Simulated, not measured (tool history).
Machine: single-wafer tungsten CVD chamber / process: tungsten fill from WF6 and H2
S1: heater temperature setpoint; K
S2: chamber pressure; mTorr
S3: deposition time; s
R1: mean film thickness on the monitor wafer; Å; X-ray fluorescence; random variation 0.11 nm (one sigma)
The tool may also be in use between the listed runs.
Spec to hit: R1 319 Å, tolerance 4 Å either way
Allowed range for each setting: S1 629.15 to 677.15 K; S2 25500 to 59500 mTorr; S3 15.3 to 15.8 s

{"run": 1, "hour": 0.0, "S1": 653.15, "S2": 42500, "S3": 15.3, "R1": 346.75}
{"run": 2, "hour": 7.1, "S1": 652.15, "S2": 42500, "S3": 15.3, "R1": 341.19}
{"run": 3, "hour": 9.1, "S1": 652.15, "S2": 49600, "S3": 15.3, "R1": 365.02}
{"run": 4, "hour": 13.3, "S1": 651.15, "S2": 49600, "S3": 15.3, "R1": 355.72}
{"run": 5, "hour": 14.4, "S1": 651.15, "S2": 49600, "S3": 15.3, "R1": 355.94}
{"run": 6, "hour": 20.5, "S1": 651.15, "S2": 46800, "S3": 15.3, "R1": 347.18}
{"run": 7, "hour": 27.4, "S1": 646.15, "S2": 46700, "S3": 15.3, "R1": 307.25}
{"run": 8, "hour": 31.9, "S1": 647.15, "S2": 46700, "S3": 15.3, "R1": 314.41}

Next run, 4 choices. One meets every target within its allowed miss, the rest don't. Which?
{"run": "A", "hour": 36.4, "S1": 646.15, "S2": 47400, "S3": 15.3, "R1": "?"}
{"run": "B", "hour": 36.4, "S1": 645.15, "S2": 49200, "S3": 15.8, "R1": "?"}
{"run": "C", "hour": 36.4, "S1": 645.15, "S2": 47400, "S3": 15.6, "R1": "?"}
{"run": "D", "hour": 36.4, "S1": 646.15, "S2": 48100, "S3": 15.3, "R1": "?"}

move=A R1=310.03
move=B R1=317.82
move=C R1=308.67
move=D R1=312.04
A: misses by more than the last run did
B: in spec on every target
C: misses by more than the last run did
D: misses by more than the last run did
B is the move that brings every result within its allowed miss.
